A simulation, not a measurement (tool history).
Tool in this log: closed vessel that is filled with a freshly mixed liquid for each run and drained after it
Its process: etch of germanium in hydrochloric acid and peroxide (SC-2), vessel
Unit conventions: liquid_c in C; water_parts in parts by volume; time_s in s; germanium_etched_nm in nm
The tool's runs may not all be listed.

run    day  liquid_c  water_parts  time_s  germanium_etched_nm
  1  0.000        64         10.0     105               546.53
  2  0.154        67         10.0     105               596.47
  3  0.254        67         10.0     105               602.79
  4  0.546        67          6.5     105               620.94
  5  0.692        62          7.0     105               533.30
  6  0.908        62          7.0     115               587.51
  7  1.083        58          7.5     115               517.38

Estimate the outcome of run 8 from the log above:
  8  1.350        55          7.5     115                    ?

Run 8 yielded germanium_etched_nm 474.73 nm.
